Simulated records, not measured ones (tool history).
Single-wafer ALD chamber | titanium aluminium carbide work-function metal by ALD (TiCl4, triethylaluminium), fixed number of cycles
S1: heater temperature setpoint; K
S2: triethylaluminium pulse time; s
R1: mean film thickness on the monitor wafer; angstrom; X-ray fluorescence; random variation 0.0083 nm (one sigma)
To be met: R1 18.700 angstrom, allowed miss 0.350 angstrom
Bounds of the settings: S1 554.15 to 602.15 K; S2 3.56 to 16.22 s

| run | hour | S1 | S2 | R1 |
|---|---|---|---|---|
| 1 | 0.0 | 578.15 | 9.89 | 17.320 |
| 2 | 0.9 | 582.15 | 10.36 | 17.584 |
| 3 | 5.9 | 571.15 | 10.36 | 16.860 |
| 4 | 7.3 | 564.15 | 10.36 | 16.139 |
| 5 | 12.5 | 557.15 | 10.36 | 15.451 |
| 6 | 14.4 | 557.15 | 12.45 | 15.798 |
| 7 | 21.0 | 565.15 | 13.15 | 16.517 |
| 8 | 25.1 | 572.15 | 13.70 | 17.048 |
| 9 | 27.5 | 578.15 | 14.05 | 17.789 |
| 10 | 34.7 | 581.15 | 14.28 | 18.036 |
| 11 | 40.4 | 583.15 | 14.45 | 18.107 |
| 12 | 41.9 | 585.15 | 14.61 | 18.379 |
| 13 | 43.0 | 585.15 | 14.61 | 18.336 |
| 14 | 47.6 | 586.15 | 14.71 | 18.363 |

Which of these 4 next moves meets every target?
| A | 52.2 | 580.15 | 16.22 | ? |
| B | 52.2 | 580.15 | 15.19 | ? |
| C | 52.2 | 589.15 | 14.95 | ? |
| D | 52.2 | 578.15 | 16.22 | ? |

| move | R1 |
|---|---|
| A | 17.902 |
| B | 17.872 |
| C | 18.644 |
| D | 17.729 |
A: further off than the last run
B: further off than the last run
C: meets every target
D: further off than the last run
Answer: C

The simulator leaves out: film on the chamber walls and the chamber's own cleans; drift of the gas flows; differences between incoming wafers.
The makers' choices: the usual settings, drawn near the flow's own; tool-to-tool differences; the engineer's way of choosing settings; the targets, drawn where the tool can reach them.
